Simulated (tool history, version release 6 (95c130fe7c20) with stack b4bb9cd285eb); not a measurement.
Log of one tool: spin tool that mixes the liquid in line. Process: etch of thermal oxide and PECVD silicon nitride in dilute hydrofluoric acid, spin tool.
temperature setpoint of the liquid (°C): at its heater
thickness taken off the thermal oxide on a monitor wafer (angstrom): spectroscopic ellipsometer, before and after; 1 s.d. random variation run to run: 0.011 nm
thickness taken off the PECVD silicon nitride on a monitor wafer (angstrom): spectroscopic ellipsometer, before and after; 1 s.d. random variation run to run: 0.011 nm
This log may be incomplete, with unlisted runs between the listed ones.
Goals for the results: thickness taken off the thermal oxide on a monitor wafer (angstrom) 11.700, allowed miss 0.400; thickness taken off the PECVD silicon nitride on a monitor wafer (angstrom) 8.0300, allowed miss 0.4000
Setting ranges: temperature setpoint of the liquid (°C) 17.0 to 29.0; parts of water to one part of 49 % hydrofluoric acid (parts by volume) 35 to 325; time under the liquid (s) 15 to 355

| run | hour | temperature setpoint of the liquid (°C) | parts of water to one part of 49 % hydrofluoric acid (parts by volume) | time under the liquid (s) | thickness taken off the thermal oxide on a monitor wafer (angstrom) | thickness taken off the PECVD silicon nitride on a monitor wafer (angstrom) |
|---|---|---|---|---|---|---|
| 1 | 0.0 | 21.0 | 180 | 180 | 37.772 | 26.5730 |
| 2 | 6.2 | 21.0 | 125 | 180 | 58.190 | 37.8710 |
| 3 | 8.4 | 17.5 | 125 | 180 | 50.595 | 30.5790 |
| 4 | 13.0 | 17.5 | 165 | 175 | 35.450 | 22.3280 |
| 5 | 15.7 | 17.5 | 230 | 175 | 24.030 | 16.0680 |
| 6 | 21.6 | 17.5 | 230 | 245 | 33.911 | 21.8500 |
| 7 | 22.8 | 17.0 | 300 | 155 | 15.282 | 10.5490 |
| 8 | 30.0 | 17.0 | 305 | 145 | 14.033 | 9.9399 |
| 9 | 36.3 | 17.0 | 310 | 140 | 13.247 | 9.5014 |
| 10 | 41.1 | 17.0 | 310 | 110 | 10.418 | 7.1719 |
| 11 | 42.4 | 17.0 | 305 | 110 | 10.501 | 7.6193 |
| 12 | 44.0 | 17.0 | 300 | 110 | 10.852 | 7.5318 |
| 13 | 50.3 | 17.5 | 285 | 105 | 11.209 | 7.9137 |

Below are 5 possible settings for the next run. Only one of them brings all results inside the allowed miss of their targets. Which is it?
| A | 56.6 | 17.5 | 280 | 100 | ? | ? |
| B | 56.6 | 21.0 | 295 | 95 | ? | ? |
| C | 56.6 | 18.0 | 305 | 105 | ? | ? |
| D | 56.6 | 17.5 | 265 | 100 | ? | ? |
| E | 56.6 | 19.0 | 300 | 100 | ? | ? |

| move | thickness taken off the thermal oxide on a monitor wafer (angstrom) | thickness taken off the PECVD silicon nitride on a monitor wafer (angstrom) |
|---|---|---|
| A | 10.841 | 7.7149 |
| B | 10.983 | 8.7273 |
| C | 10.423 | 7.7130 |
| D | 11.604 | 8.1310 |
| E | 10.520 | 7.9595 |
A: misses by more than the last run did
B: misses by more than the last run did
C: misses by more than the last run did
D: all results land within tolerance of their targets
E: misses by more than the last run did
So the answer is move D, the one that meets all the targets.

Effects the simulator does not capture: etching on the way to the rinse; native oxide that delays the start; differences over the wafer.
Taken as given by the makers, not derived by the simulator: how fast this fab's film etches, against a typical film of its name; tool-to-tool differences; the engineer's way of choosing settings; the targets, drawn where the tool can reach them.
